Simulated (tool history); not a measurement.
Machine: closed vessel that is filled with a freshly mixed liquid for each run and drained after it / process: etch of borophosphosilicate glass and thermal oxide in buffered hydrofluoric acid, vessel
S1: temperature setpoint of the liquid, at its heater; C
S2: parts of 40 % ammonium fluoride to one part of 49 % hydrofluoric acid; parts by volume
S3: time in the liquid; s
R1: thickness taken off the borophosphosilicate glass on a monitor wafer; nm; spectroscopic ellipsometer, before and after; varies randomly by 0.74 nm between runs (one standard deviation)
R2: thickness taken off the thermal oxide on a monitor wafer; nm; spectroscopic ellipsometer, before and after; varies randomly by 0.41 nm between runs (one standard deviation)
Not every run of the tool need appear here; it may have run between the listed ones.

Run 1, hour 0: S1 21 C, S2 9.5 parts by volume, S3 60 s. Result: R1 197.56 nm, R2 59.157 nm.
Run 2, hour 8.4: S1 20.5 C, S2 9.5 parts by volume, S3 60 s. Result: R1 192.8 nm, R2 56.862 nm.
Run 3, hour 9.1: S1 22.5 C, S2 9.5 parts by volume, S3 60 s. Result: R1 215.21 nm, R2 63.787 nm.
Run 4, hour 14: S1 22 C, S2 9.5 parts by volume, S3 60 s. Result: R1 206.81 nm, R2 62.046 nm.
Run 5, hour 18.1: S1 22 C, S2 9.5 parts by volume, S3 45 s. Result: R1 155.05 nm, R2 46.83 nm.
Run 6, hour 21.6: S1 22.5 C, S2 9.5 parts by volume, S3 45 s. Result: R1 160.13 nm, R2 48.081 nm.
Run 7, hour 24.6: S1 22.5 C, S2 9.5 parts by volume, S3 45 s. Result: R1 160.17 nm, R2 48.081 nm.
Run 8, hour 31: S1 23 C, S2 9.5 parts by volume, S3 45 s. Result: R1 165.59 nm, R2 48.76 nm.

For run 9, what comes out?
Run 9, hour 37.1: S1 23.5 C, S2 9.5 parts by volume, S3 45 s. Result: R1 ?, R2 ?.

R1: 169.04 nm
R2: 50.127 nm
